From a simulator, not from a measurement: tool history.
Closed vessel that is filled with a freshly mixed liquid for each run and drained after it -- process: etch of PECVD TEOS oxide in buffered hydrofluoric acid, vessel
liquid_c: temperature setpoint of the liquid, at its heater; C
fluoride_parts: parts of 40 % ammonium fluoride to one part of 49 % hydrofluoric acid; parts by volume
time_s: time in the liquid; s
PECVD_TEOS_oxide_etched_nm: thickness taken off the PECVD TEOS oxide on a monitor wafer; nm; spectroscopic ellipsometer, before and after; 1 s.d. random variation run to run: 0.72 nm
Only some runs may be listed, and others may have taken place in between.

run    day  liquid_c  fluoride_parts  time_s  PECVD_TEOS_oxide_etched_nm
  1      0        20             8.5      95                      120.73
  2  0.088        20             8.5     105                      134.53
  3  0.125        20             6.5     105                       175.3
  4  0.162        22             6.5     105                      196.01
  5  0.354        21               7     105                      171.44
  6  0.596        21               7      95                      155.38

Estimate the outcome of run 7 from the log above:
  7  0.929      20.5             7.5      95                           ?

PECVD_TEOS_oxide_etched_nm: 139.96 nm

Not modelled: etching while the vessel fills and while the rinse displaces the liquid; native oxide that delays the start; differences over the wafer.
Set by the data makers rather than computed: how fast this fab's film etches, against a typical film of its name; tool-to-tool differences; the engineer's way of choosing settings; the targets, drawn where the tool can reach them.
